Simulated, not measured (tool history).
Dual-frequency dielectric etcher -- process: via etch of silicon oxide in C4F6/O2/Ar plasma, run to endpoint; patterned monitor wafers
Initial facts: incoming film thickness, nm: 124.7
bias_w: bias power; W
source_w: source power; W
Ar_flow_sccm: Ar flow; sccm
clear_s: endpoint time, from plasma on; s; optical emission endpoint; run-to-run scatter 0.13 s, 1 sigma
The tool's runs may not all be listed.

run  hour  bias_w  source_w  Ar_flow_sccm  clear_s
  1     0     580       260           215   28.869
  2   1.9     533       260           215   29.716
  3   6.5     578       260           215   28.909
  4  15.1     578       260           192    28.56
  5  16.8     614       260           192   28.031
  6  25.5     614       230           192   29.628
  7    34     637       240           191   28.794
  8  37.4     637       240           191   28.317
  9  39.2     658       240           190   28.262
 10  44.9     676       250           189   27.384
 11  50.4     692       250           188   27.022
 12  57.1     706       250           187   27.007
 13  59.4     719       260           186   26.068
 14  62.9     730       260           186   26.232
 15  63.4     740       260           185   26.076

Estimate the outcome of run 16 from the log above:
 16  66.1     749       260           184        ?

Run 16 gave clear_s 25.805 s.
